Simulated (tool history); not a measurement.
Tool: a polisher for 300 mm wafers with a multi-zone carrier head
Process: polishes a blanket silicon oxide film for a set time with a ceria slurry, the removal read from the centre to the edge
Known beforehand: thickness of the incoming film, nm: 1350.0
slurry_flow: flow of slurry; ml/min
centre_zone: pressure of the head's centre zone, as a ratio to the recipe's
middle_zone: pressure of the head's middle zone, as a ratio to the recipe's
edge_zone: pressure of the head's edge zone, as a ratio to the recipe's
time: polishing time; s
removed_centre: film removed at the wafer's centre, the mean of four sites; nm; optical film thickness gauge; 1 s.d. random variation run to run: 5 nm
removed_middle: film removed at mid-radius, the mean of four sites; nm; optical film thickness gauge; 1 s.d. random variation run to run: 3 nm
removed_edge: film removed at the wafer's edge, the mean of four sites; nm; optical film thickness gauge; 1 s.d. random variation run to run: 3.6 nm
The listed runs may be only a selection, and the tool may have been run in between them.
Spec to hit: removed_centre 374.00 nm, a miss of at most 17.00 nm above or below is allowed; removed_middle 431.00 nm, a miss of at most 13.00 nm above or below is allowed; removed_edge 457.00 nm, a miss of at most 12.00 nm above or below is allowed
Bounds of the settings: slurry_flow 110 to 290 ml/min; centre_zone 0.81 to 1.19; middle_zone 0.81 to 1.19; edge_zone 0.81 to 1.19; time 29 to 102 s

Run 1, hour 0.0: slurry_flow 185 ml/min, centre_zone 1.00, middle_zone 1.00, edge_zone 1.00, time 65 s. Result: removed_centre 282.80 nm, removed_middle 290.17 nm, removed_edge 287.97 nm.
Run 2, hour 7.7: slurry_flow 210 ml/min, centre_zone 1.00, middle_zone 1.00, edge_zone 1.00, time 65 s. Result: removed_centre 291.02 nm, removed_middle 299.33 nm, removed_edge 292.92 nm.
Run 3, hour 9.0: slurry_flow 210 ml/min, centre_zone 1.00, middle_zone 1.00, edge_zone 0.95, time 65 s. Result: removed_centre 289.93 nm, removed_middle 295.82 nm, removed_edge 290.58 nm.
Run 4, hour 15.8: slurry_flow 210 ml/min, centre_zone 1.00, middle_zone 1.00, edge_zone 0.95, time 51 s. Result: removed_centre 231.18 nm, removed_middle 229.71 nm, removed_edge 221.00 nm.
Run 5, hour 23.8: slurry_flow 210 ml/min, centre_zone 1.00, middle_zone 1.00, edge_zone 0.88, time 51 s. Result: removed_centre 226.44 nm, removed_middle 228.17 nm, removed_edge 221.08 nm.
Run 6, hour 27.2: slurry_flow 205 ml/min, centre_zone 0.98, middle_zone 0.99, edge_zone 0.88, time 57 s. Result: removed_centre 246.51 nm, removed_middle 255.50 nm, removed_edge 244.32 nm.
Run 7, hour 28.4: slurry_flow 205 ml/min, centre_zone 0.96, middle_zone 0.97, edge_zone 0.91, time 62 s. Result: removed_centre 261.40 nm, removed_middle 272.77 nm, removed_edge 268.84 nm.
Run 8, hour 29.7: slurry_flow 200 ml/min, centre_zone 0.95, middle_zone 0.96, edge_zone 0.93, time 66 s. Result: removed_centre 277.83 nm, removed_middle 288.16 nm, removed_edge 283.47 nm.
Run 9, hour 38.4: slurry_flow 185 ml/min, centre_zone 0.93, middle_zone 0.95, edge_zone 0.97, time 70 s. Result: removed_centre 289.12 nm, removed_middle 299.15 nm, removed_edge 305.33 nm.
Run 10, hour 46.7: slurry_flow 225 ml/min, centre_zone 0.84, middle_zone 1.03, edge_zone 1.07, time 88 s. Result: removed_centre 327.33 nm, removed_middle 410.01 nm, removed_edge 412.29 nm.
Run 11, hour 48.4: slurry_flow 230 ml/min, centre_zone 0.85, middle_zone 1.03, edge_zone 1.08, time 88 s. Result: removed_centre 340.63 nm, removed_middle 417.43 nm, removed_edge 404.22 nm.
Run 12, hour 57.3: slurry_flow 225 ml/min, centre_zone 0.85, middle_zone 1.02, edge_zone 1.08, time 89 s. Result: removed_centre 346.90 nm, removed_middle 418.54 nm, removed_edge 414.31 nm.
Run 13, hour 58.7: slurry_flow 220 ml/min, centre_zone 0.85, middle_zone 1.01, edge_zone 1.09, time 90 s. Result: removed_centre 336.84 nm, removed_middle 418.70 nm, removed_edge 426.27 nm.
Run 14, hour 64.3: slurry_flow 270 ml/min, centre_zone 0.90, middle_zone 0.98, edge_zone 1.15, time 91 s. Result: removed_centre 372.23 nm, removed_middle 419.22 nm, removed_edge 443.16 nm.

Below are 4 possible settings for the next run. Only one of them brings all results inside the allowed miss of their targets. Which is it?
Run A, hour 69.9: slurry_flow 260 ml/min, centre_zone 0.86, middle_zone 0.86, edge_zone 1.19, time 96 s. Result: removed_centre ?, removed_middle ?, removed_edge ?.
Run B, hour 69.9: slurry_flow 265 ml/min, centre_zone 0.85, middle_zone 1.05, edge_zone 1.12, time 94 s. Result: removed_centre ?, removed_middle ?, removed_edge ?.
Run C, hour 69.9: slurry_flow 250 ml/min, centre_zone 0.85, middle_zone 0.96, edge_zone 1.10, time 96 s. Result: removed_centre ?, removed_middle ?, removed_edge ?.
Run D, hour 69.9: slurry_flow 270 ml/min, centre_zone 0.87, middle_zone 0.93, edge_zone 1.19, time 91 s. Result: removed_centre ?, removed_middle ?, removed_edge ?.

move  removed_centre  removed_middle  removed_edge
   A          382.35          393.42        474.60
   B          371.33          456.30        451.74
   C          376.31          429.29        456.03
   D          368.52          399.51        450.84
A: the result that was furthest off in the last run now lies on the other side of its target
B: the worst result of the last run now meets its target, but another is out of spec
C: hits every target within its allowed miss
D: the worst result of the last run now meets its target, but another is out of spec
The right move is C.

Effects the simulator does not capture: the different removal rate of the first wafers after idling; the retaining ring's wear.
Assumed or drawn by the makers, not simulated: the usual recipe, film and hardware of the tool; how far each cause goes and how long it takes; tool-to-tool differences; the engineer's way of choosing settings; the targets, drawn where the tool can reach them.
